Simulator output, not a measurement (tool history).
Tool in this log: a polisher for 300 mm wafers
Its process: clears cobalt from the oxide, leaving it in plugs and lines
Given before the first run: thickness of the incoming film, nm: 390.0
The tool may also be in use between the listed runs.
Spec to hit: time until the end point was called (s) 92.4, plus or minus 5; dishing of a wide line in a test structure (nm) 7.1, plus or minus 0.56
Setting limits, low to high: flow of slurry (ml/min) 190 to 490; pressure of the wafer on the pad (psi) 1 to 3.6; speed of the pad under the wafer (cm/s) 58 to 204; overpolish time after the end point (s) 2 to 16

run   hour  flow of slurry (ml/min)  pressure of the wafer on the pad (psi)  speed of the pad under the wafer (cm/s)  overpolish time after the end point (s)  time until the end point was called (s)  dishing of a wide line in a test structure (nm)
  1      0                      315                                     2.3                                      130                                        8                                   51.943                                           17.094
  2    8.9                      310                                       2                                      128                                        7                                   57.591                                           16.916
  3   15.1                      310                                       2                                      128                                        6                                   57.306                                           16.699
  4   23.4                      310                                     2.3                                      128                                        6                                   52.275                                           17.014
  5   23.9                      355                                       2                                      120                                        5                                   61.379                                           15.294
  6   32.7                      390                                       2                                      104                                        4                                   70.758                                           13.471
  7   39.2                      415                                     2.1                                       92                                        4                                   73.613                                           13.146
      47.5  -- head pressure recalibrated
  8   47.5                      435                                     2.1                                       84                                        4                                   83.718                                           12.097
  9     56                      450                                     2.2                                       78                                        4                                   85.983                                           11.779
 10   64.3                      460                                     2.3                                       74                                        4                                     84.7                                           11.477
 11   73.1                      465                                     2.3                                       70                                        4                                   91.204                                           11.622
 12   75.4                      470                                     2.3                                       68                                        4                                   94.114                                           11.714
 13   81.4                      475                                     2.3                                       66                                        4                                   92.503                                           11.018
 14   82.5                      480                                     2.3                                       64                                        4                                   97.056                                           11.372
 15   91.2                      480                                     2.4                                       62                                        4                                   97.219                                           11.214
 16   91.9                      485                                     2.5                                       60                                        3                                   96.758                                           9.0696
 17   98.7                      485                                     2.6                                       60                                        3                                   93.073                                           9.4646
 18  106.1                      485                                     2.7                                       60                                        3                                   92.264                                           9.8281
 19  113.1                      485                                     2.8                                       60                                        3                                   86.861                                           9.9431

Pick the move, out of 5, that brings all results within their allowed miss; only one does.
  A  120.1                      490                                     2.6                                       60                                        2                                        ?                                                ?
  B  120.1                      455                                     2.4                                       66                                        4                                        ?                                                ?
  C  120.1                      490                                     2.6                                       74                                        2                                        ?                                                ?
  D  120.1                      465                                     2.7                                       76                                        9                                        ?                                                ?
  E  120.1                      445                                     2.7                                       64                                        5                                        ?                                                ?

move  time until the end point was called (s)  dishing of a wide line in a test structure (nm)
   A                                   94.806                                           6.9072
   B                                   94.003                                           11.167
   C                                   80.357                                           7.8192
   D                                    76.56                                             16.5
   E                                   87.988                                            13.01
A: every result within its allowed miss
B: the biggest miss grows against the last run
C: an improvement on the last run, though not all results are within tolerance
D: the biggest miss grows against the last run
E: the biggest miss grows against the last run
So the answer is move A, the one that meets all the targets.

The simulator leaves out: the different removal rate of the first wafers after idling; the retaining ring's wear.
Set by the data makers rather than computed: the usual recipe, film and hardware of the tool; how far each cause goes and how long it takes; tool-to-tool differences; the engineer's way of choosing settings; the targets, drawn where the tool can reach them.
